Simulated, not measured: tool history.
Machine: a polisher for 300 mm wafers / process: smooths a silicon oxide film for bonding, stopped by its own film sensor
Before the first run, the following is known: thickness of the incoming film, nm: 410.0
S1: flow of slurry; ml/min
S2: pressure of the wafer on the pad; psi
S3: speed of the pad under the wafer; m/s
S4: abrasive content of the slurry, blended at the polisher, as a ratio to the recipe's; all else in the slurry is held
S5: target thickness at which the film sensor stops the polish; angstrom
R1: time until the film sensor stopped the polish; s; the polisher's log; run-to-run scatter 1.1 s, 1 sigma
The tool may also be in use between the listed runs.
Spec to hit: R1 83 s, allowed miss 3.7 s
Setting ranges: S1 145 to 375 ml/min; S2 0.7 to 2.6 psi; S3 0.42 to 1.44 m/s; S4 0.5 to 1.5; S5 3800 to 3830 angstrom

{"run": 1, "hour": 0.0, "S1": 240, "S2": 1.6, "S3": 0.92, "S4": 1, "S5": 3800, "R1": 60.738}
{"run": 2, "hour": 4.4, "S1": 240, "S2": 1.6, "S3": 0.76, "S4": 1, "S5": 3800, "R1": 67.959}
{"run": 3, "hour": 6.0, "S1": 240, "S2": 1.4, "S3": 0.76, "S4": 1, "S5": 3800, "R1": 75.617}
{"run": 4, "hour": 9.3, "S1": 240, "S2": 1.4, "S3": 0.94, "S4": 1, "S5": 3800, "R1": 67.859}
{"run": 5, "hour": 16.9, "S1": 240, "S2": 1.4, "S3": 0.74, "S4": 1, "S5": 3800, "R1": 76.234}
{"run": 6, "hour": 23.9, "S1": 240, "S2": 1.4, "S3": 0.74, "S4": 1.2, "S5": 3800, "R1": 70.105}
{"run": 7, "hour": 27.0, "S1": 240, "S2": 1.3, "S3": 0.74, "S4": 1.2, "S5": 3800, "R1": 73.797}
{"run": 8, "hour": 32.1, "S1": 240, "S2": 1.2, "S3": 0.74, "S4": 1.2, "S5": 3800, "R1": 78.517}
{"hour": 40.1, "done": "head pressure recalibrated"}
{"run": 9, "hour": 40.1, "S1": 240, "S2": 1.1, "S3": 0.74, "S4": 1.2, "S5": 3800, "R1": 88.744}

Which single option among these 5 for the next run brings every result within its allowed miss of target? Just one does.
{"run": "A", "hour": 48.1, "S1": 225, "S2": 1.1, "S3": 0.76, "S4": 1.25, "S5": 3830, "R1": "?"}
{"run": "B", "hour": 48.1, "S1": 200, "S2": 1.2, "S3": 0.44, "S4": 1.35, "S5": 3820, "R1": "?"}
{"run": "C", "hour": 48.1, "S1": 230, "S2": 1.1, "S3": 0.84, "S4": 1.25, "S5": 3800, "R1": "?"}
{"run": "D", "hour": 48.1, "S1": 250, "S2": 0.9, "S3": 1.02, "S4": 1.35, "S5": 3820, "R1": "?"}
{"run": "E", "hour": 48.1, "S1": 220, "S2": 1.1, "S3": 0.9, "S4": 1.25, "S5": 3830, "R1": "?"}

move=A R1=77.758
move=B R1=93.632
move=C R1=82.179
move=D R1=76.698
move=E R1=71.715
A: carries the result that was furthest off beyond its target, to the other side
B: lands further from the targets than the last run did
C: each result inside its tolerance
D: carries the result that was furthest off beyond its target, to the other side
E: carries the result that was furthest off beyond its target, to the other side
The move that meets every target is C.
